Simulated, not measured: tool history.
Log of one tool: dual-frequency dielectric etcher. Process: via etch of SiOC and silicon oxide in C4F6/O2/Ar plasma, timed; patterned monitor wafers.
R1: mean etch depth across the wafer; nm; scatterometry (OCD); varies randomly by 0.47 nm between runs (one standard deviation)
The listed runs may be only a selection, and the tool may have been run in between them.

run 1 hour=0.0 | source_power_(W)=290 bias_power_(W)=190 etch_time_(s)=92 | R1=92.362
run 2 hour=8.5 | source_power_(W)=310 bias_power_(W)=194 etch_time_(s)=92 | R1=95.391
run 3 hour=9.3 | source_power_(W)=330 bias_power_(W)=197 etch_time_(s)=92 | R1=99.016
run 4 hour=13.2 | source_power_(W)=330 bias_power_(W)=197 etch_time_(s)=96 | R1=101.750
run 5 hour=14.5 | source_power_(W)=330 bias_power_(W)=197 etch_time_(s)=92 | R1=97.945
run 6 hour=19.0 | source_power_(W)=330 bias_power_(W)=197 etch_time_(s)=96 | R1=102.530
run 7 hour=25.2 | source_power_(W)=340 bias_power_(W)=198 etch_time_(s)=96 | R1=104.390

The next listed run, before its measurement:
run 8 hour=34.0 | source_power_(W)=350 bias_power_(W)=199 etch_time_(s)=96 | R1=?

R1: 105.020 nm
